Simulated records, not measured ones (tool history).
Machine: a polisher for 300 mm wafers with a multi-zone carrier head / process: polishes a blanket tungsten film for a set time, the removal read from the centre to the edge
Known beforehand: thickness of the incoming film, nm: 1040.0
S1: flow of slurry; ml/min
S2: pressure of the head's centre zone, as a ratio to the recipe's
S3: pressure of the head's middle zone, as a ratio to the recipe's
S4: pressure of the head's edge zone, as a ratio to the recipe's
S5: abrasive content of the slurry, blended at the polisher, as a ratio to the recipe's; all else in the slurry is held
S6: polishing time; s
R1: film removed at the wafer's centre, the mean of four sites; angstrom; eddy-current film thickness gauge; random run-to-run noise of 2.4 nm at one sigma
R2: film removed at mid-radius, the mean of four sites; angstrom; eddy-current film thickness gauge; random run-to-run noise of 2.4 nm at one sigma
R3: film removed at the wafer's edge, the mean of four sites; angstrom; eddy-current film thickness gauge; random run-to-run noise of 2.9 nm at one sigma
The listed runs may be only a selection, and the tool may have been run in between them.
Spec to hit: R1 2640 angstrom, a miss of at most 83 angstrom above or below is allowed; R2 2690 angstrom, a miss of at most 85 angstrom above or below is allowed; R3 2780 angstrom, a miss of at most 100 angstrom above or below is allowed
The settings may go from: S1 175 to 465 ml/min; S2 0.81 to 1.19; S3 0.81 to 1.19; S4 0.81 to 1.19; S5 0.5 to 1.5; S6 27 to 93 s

| run | hour | S1 | S2 | S3 | S4 | S5 | S6 | R1 | R2 | R3 |
|---|---|---|---|---|---|---|---|---|---|---|
| 1 | 0 | 295 | 1 | 1 | 1 | 1 | 59 | 3858.9 | 3770.9 | 3716.9 |
| 2 | 2.8 | 295 | 1 | 1.06 | 1 | 1 | 59 | 3932.5 | 4078.3 | 3800.9 |
| 3 | 6.9 | 295 | 1 | 1.06 | 1 | 1 | 51 | 3333.4 | 3489.9 | 3316.2 |
| 4 | 13.5 | 295 | 1 | 1.06 | 1 | 1 | 45 | 3006.9 | 3063 | 2904 |
| 5 | 22.3 | 285 | 0.98 | 1.04 | 1 | 1 | 45 | 2944 | 2995.8 | 2882.3 |
| 6 | 24.6 | 285 | 0.98 | 1.11 | 1 | 1 | 45 | 2883.1 | 3278.6 | 2873.3 |
| 7 | 26.3 | 245 | 0.9 | 1.01 | 1.01 | 0.85 | 45 | 2532.8 | 2759.7 | 2696.3 |
| 8 | 27.9 | 245 | 0.9 | 1.01 | 1.01 | 0.85 | 45 | 2512.4 | 2807.2 | 2696.9 |
| 9 | 34.5 | 245 | 0.9 | 1.01 | 1.01 | 0.85 | 45 | 2494.8 | 2788.5 | 2716.9 |
| 10 | 40.9 | 245 | 0.9 | 1.01 | 1.01 | 0.85 | 45 | 2488.3 | 2776.1 | 2730 |
| 11 | 45.6 | 250 | 0.91 | 1 | 1.01 | 0.85 | 45 | 2531.5 | 2799.9 | 2709 |
| 12 | 52.6 | 250 | 0.91 | 1 | 1.01 | 0.85 | 45 | 2513.8 | 2764.3 | 2715.3 |
| 13 | 54.8 | 250 | 0.91 | 1 | 1.01 | 0.85 | 45 | 2484.6 | 2767.2 | 2692.7 |
| 14 | 58.3 | 270 | 0.96 | 0.95 | 1.06 | 0.9 | 45 | 2741.6 | 2715.6 | 2889.8 |
| 15 | 64.6 | 265 | 0.96 | 0.95 | 1.05 | 0.9 | 45 | 2686.7 | 2728.7 | 2865.6 |

5 candidate next runs follow, results not yet known. Just one meets every target within its allowed miss. Identify it.
| A | 70.9 | 310 | 0.95 | 0.94 | 1.04 | 1 | 44 | ? | ? | ? |
| B | 70.9 | 255 | 0.94 | 0.9 | 1.16 | 0.95 | 45 | ? | ? | ? |
| C | 70.9 | 295 | 0.93 | 0.94 | 0.99 | 1 | 43 | ? | ? | ? |
| D | 70.9 | 240 | 0.88 | 1.03 | 1 | 0.5 | 55 | ? | ? | ? |
| E | 70.9 | 275 | 1.02 | 0.9 | 1.04 | 1 | 42 | ? | ? | ? |

| move | R1 | R2 | R3 |
|---|---|---|---|
| A | 2752.3 | 2784.4 | 2886.4 |
| B | 2691.5 | 2659.7 | 3029 |
| C | 2620.7 | 2710.4 | 2748 |
| D | 2509.9 | 2969.3 | 2809.1 |
| E | 2789.8 | 2536.3 | 2735.3 |
A: its largest miss is bigger than the last run's
B: its largest miss is bigger than the last run's
C: meets every target
D: corrects the largest miss of the last run, while another result sits out of spec
E: corrects the largest miss of the last run, while another result sits out of spec
Move C is the one to make.
